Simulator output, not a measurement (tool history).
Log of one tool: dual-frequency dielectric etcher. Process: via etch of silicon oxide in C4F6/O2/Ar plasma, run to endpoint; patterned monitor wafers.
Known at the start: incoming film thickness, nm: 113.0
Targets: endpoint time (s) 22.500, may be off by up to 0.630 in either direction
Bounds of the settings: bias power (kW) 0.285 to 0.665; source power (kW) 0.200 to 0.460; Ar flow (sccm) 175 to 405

| run | hour | bias power (kW) | source power (kW) | Ar flow (sccm) | endpoint time (s) |
|---|---|---|---|---|---|
| 1 | 0.0 | 0.475 | 0.330 | 290 | 27.523 |
| 2 | 7.4 | 0.413 | 0.330 | 290 | 29.096 |
| 3 | 14.1 | 0.413 | 0.300 | 290 | 30.134 |
| 4 | 22.6 | 0.413 | 0.300 | 330 | 30.657 |
| 5 | 26.4 | 0.413 | 0.300 | 285 | 30.136 |
| 6 | 28.6 | 0.480 | 0.330 | 279 | 27.341 |
| 7 | 33.5 | 0.527 | 0.350 | 275 | 25.379 |
| 8 | 34.5 | 0.559 | 0.360 | 274 | 24.433 |
| 9 | 35.6 | 0.581 | 0.360 | 273 | 24.069 |
| 10 | 37.1 | 0.581 | 0.360 | 273 | 24.069 |
| 11 | 44.6 | 0.600 | 0.360 | 272 | 23.707 |
| 12 | 51.4 | 0.615 | 0.360 | 271 | 23.570 |
| 13 | 57.6 | 0.626 | 0.360 | 270 | 23.119 |
| 14 | 61.7 | 0.634 | 0.360 | 270 | 23.244 |
| 15 | 62.9 | 0.634 | 0.360 | 270 | 23.197 |

Exactly one of the 5 candidate moves below puts every result within its allowed miss. Which one?
| A | 64.1 | 0.603 | 0.370 | 292 | ? |
| B | 64.1 | 0.550 | 0.350 | 273 | ? |
| C | 64.1 | 0.648 | 0.400 | 302 | ? |
| D | 64.1 | 0.596 | 0.320 | 233 | ? |
| E | 64.1 | 0.610 | 0.340 | 266 | ? |

| move | endpoint time (s) |
|---|---|
| A | 23.720 |
| B | 24.993 |
| C | 22.413 |
| D | 24.493 |
| E | 24.102 |
A: its largest miss is bigger than the last run's
B: its largest miss is bigger than the last run's
C: in spec on every target
D: its largest miss is bigger than the last run's
E: its largest miss is bigger than the last run's
So the answer is move C, the one that meets all the targets.

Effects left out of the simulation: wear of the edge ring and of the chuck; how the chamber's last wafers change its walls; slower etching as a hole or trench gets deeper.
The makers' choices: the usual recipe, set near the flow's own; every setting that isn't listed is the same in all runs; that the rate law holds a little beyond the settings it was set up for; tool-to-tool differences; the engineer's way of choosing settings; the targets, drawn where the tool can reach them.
